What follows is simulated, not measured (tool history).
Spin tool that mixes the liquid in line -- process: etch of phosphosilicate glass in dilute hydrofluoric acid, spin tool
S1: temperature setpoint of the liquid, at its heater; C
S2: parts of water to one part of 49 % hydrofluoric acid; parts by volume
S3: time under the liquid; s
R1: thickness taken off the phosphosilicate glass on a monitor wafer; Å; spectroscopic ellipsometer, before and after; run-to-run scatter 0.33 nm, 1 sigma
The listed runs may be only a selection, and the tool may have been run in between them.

Run 1, hour 0.0: S1 24.0 C, S2 280 parts by volume, S3 160 s. Result: R1 634.14 Å.
Run 2, hour 7.0: S1 24.0 C, S2 180 parts by volume, S3 160 s. Result: R1 1086.70 Å.
Run 3, hour 15.5: S1 24.0 C, S2 180 parts by volume, S3 160 s. Result: R1 1111.60 Å.
Run 4, hour 23.6: S1 24.0 C, S2 180 parts by volume, S3 160 s. Result: R1 1096.10 Å.
Run 5, hour 28.3: S1 22.5 C, S2 215 parts by volume, S3 160 s. Result: R1 844.34 Å.
Run 6, hour 31.0: S1 21.0 C, S2 235 parts by volume, S3 160 s. Result: R1 703.79 Å.

For run 7, what comes out?
Run 7, hour 33.4: S1 20.0 C, S2 250 parts by volume, S3 160 s. Result: R1 ?.

{"run 7": {"R1": 629.33}}
